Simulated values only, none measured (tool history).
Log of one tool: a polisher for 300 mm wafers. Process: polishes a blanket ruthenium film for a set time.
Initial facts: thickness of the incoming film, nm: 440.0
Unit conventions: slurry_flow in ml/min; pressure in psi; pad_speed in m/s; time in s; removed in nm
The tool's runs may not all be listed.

{"run": 1, "hour": 0.0, "slurry_flow": 300, "pressure": 2.5, "pad_speed": 0.76, "time": 45, "removed": 38.905}
{"run": 2, "hour": 1.6, "slurry_flow": 300, "pressure": 2.1, "pad_speed": 0.76, "time": 45, "removed": 33.025}
{"run": 3, "hour": 10.0, "slurry_flow": 300, "pressure": 2.6, "pad_speed": 0.78, "time": 45, "removed": 40.481}
{"run": 4, "hour": 17.8, "slurry_flow": 300, "pressure": 2.6, "pad_speed": 0.9, "time": 45, "removed": 47.223}
{"run": 5, "hour": 24.7, "slurry_flow": 300, "pressure": 2.9, "pad_speed": 0.9, "time": 45, "removed": 53.836}
{"run": 6, "hour": 31.8, "slurry_flow": 300, "pressure": 3.1, "pad_speed": 0.9, "time": 45, "removed": 55.28}

Run 7 has not been measured yet. What should we expect?
{"run": 7, "hour": 33.2, "slurry_flow": 300, "pressure": 3.3, "pad_speed": 0.9, "time": 45, "removed": "?"}

Run 7 produced removed 61.270 nm.
